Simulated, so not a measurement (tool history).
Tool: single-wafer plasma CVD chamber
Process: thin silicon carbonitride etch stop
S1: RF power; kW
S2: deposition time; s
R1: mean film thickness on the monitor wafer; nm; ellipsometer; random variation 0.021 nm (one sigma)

Run 1, hour 0.0: S1 0.260 kW, S2 7.77 s. Result: R1 4.8550 nm.
Run 2, hour 7.1: S1 0.285 kW, S2 7.77 s. Result: R1 4.9784 nm.
Run 3, hour 8.4: S1 0.285 kW, S2 7.21 s. Result: R1 4.6673 nm.
Run 4, hour 14.6: S1 0.290 kW, S2 7.61 s. Result: R1 4.9439 nm.
Run 5, hour 20.0: S1 0.265 kW, S2 7.61 s. Result: R1 4.8089 nm.
Run 6, hour 23.0: S1 0.230 kW, S2 7.61 s. Result: R1 4.5286 nm.
Run 7, hour 28.5: S1 0.245 kW, S2 7.93 s. Result: R1 4.8468 nm.

Forecast run 8:
Run 8, hour 31.2: S1 0.255 kW, S2 8.19 s. Result: R1 ?.

R1: 5.0516 nm
